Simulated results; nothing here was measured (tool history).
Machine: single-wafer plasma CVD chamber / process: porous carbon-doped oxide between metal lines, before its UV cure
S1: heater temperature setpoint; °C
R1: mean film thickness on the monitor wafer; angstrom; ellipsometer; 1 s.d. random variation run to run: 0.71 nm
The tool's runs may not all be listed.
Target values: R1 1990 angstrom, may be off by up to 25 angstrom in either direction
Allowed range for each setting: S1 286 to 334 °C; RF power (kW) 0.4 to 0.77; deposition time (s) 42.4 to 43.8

run 1 hour=0 | S1=310 RF_power_(kW)=0.585 deposition_time_(s)=42.4 | R1=2352.7
run 2 hour=1.4 | S1=319 RF_power_(kW)=0.585 deposition_time_(s)=42.4 | R1=2272.3
run 3 hour=8 | S1=322 RF_power_(kW)=0.57 deposition_time_(s)=42.4 | R1=2196.9
run 4 hour=9.8 | S1=322 RF_power_(kW)=0.57 deposition_time_(s)=43.8 | R1=2247.3
run 5 hour=14.1 | S1=322 RF_power_(kW)=0.505 deposition_time_(s)=43.8 | R1=2058.8
run 6 hour=22.1 | S1=322 RF_power_(kW)=0.505 deposition_time_(s)=43.8 | R1=2069
run 7 hour=25.6 | S1=324 RF_power_(kW)=0.505 deposition_time_(s)=43.8 | R1=2054.3
run 8 hour=33.1 | S1=325 RF_power_(kW)=0.505 deposition_time_(s)=43.8 | R1=2038.3
run 9 hour=40.9 | S1=326 RF_power_(kW)=0.505 deposition_time_(s)=43.8 | R1=2028.4
run 10 hour=45 | S1=327 RF_power_(kW)=0.505 deposition_time_(s)=43.8 | R1=2037.5

4 candidate next runs follow, results not yet known. Just one meets every target within its allowed miss. Identify it.
run A hour=49.1 | S1=326 RF_power_(kW)=0.5 deposition_time_(s)=42.4 | R1=?
run B hour=49.1 | S1=331 RF_power_(kW)=0.48 deposition_time_(s)=43.8 | R1=?
run C hour=49.1 | S1=334 RF_power_(kW)=0.515 deposition_time_(s)=42.4 | R1=?
run D hour=49.1 | S1=325 RF_power_(kW)=0.5 deposition_time_(s)=43.2 | R1=?

move=A R1=1944.1
move=B R1=1901.3
move=C R1=1923.5
move=D R1=1988.6
A: pushes the last run's worst result past its target
B: pushes the last run's worst result past its target
C: pushes the last run's worst result past its target
D: all results in spec
The right move is D.
